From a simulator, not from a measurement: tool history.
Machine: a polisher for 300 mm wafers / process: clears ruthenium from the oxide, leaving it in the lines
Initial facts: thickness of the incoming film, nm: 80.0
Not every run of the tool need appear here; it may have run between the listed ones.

run	hour	flow of slurry (ml/min)	pressure of the wafer on the pad (psi)	speed of the pad under the wafer (cm/s)	overpolish time after the end point (s)	time until the end point was called (s)
1	0.0	130	1.5	88	22	111.130
2	5.3	135	1.6	88	22	105.650
3	14.1	135	1.6	88	24	104.840
4	17.4	135	1.6	88	24	106.190
5	22.1	135	1.7	88	24	96.441
6	27.1	135	1.8	88	24	94.252
# hour 28.4: worn pad replaced by a new one
7	28.4	155	2.0	88	24	77.804
8	31.0	150	2.0	88	24	76.659

Run 9 is up next; what results do you expect?
9	33.0	145	2.0	88	24	?

time until the end point was called (s): 80.478

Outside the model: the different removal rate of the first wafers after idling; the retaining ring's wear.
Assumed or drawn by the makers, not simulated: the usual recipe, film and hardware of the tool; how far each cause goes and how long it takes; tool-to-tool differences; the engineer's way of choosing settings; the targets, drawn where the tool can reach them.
